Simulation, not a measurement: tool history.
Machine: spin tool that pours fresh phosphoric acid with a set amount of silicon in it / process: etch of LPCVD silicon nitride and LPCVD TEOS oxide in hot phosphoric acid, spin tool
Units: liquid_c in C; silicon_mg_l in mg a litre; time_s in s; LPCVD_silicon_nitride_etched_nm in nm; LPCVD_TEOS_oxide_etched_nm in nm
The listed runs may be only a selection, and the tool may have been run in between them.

run  hour  liquid_c  silicon_mg_l  time_s  LPCVD_silicon_nitride_etched_nm  LPCVD_TEOS_oxide_etched_nm
  1     0       163          25.5     180                           17.562                     0.27494
  2   6.3       163          25.5     150                           14.706                     0.18329
  3  11.4       163          25.5     185                           18.259                     0.35351
  4  15.8       163            19     185                           18.186                     0.30695
  5  24.1       164            19     185                           18.523                     0.41191
  6  29.2       165            19     185                           19.256                       0.429
  7  37.8     165.5            21     195                           20.638                     0.46696
  8  43.4       166          22.5     205                           22.105                     0.52445

Estimate the outcome of run 9 from the log above:
  9  46.8       166          23.5     210                                ?                           ?

LPCVD_silicon_nitride_etched_nm: 22.459 nm
LPCVD_TEOS_oxide_etched_nm: 0.44556 nm

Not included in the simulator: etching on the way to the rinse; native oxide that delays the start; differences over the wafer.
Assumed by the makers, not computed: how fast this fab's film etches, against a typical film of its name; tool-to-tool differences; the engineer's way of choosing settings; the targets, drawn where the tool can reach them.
